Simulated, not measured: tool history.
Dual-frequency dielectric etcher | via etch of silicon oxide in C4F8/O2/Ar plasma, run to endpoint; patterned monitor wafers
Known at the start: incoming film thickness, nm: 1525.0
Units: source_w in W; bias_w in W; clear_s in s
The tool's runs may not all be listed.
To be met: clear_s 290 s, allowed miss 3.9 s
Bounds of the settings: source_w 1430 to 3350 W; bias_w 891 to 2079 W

run  hour  source_w  bias_w  clear_s
  1     0      2390    1485    310.1
  2   8.9      2000    1485   349.98
  3  17.6      2000    1336   358.95
  4  24.6      2330    1336   325.79
  5  31.2      2330    1431   317.27
  6  37.4      2420    1434   310.97
  7  40.7      2490    1437   305.26
  8  45.4      2550    1439   299.24
  9  54.5      2580    1440   297.62
 10  61.3      2610    1441   295.82
 11  67.2      2630    1442   294.71

Which of these 5 next moves meets every target?
  A  73.1      2770    1363        ?
  B  73.1      2390    1591        ?
  C  73.1      2450    1535        ?
  D  73.1      2700    1573        ?
  E  73.1      2560    1457        ?

move  clear_s
   A   291.48
   B   302.62
   C   301.63
   D   282.34
   E   298.82
A: meets every target
B: further off than the last run
C: further off than the last run
D: takes the result that was furthest off past its target
E: further off than the last run
The right move is A.
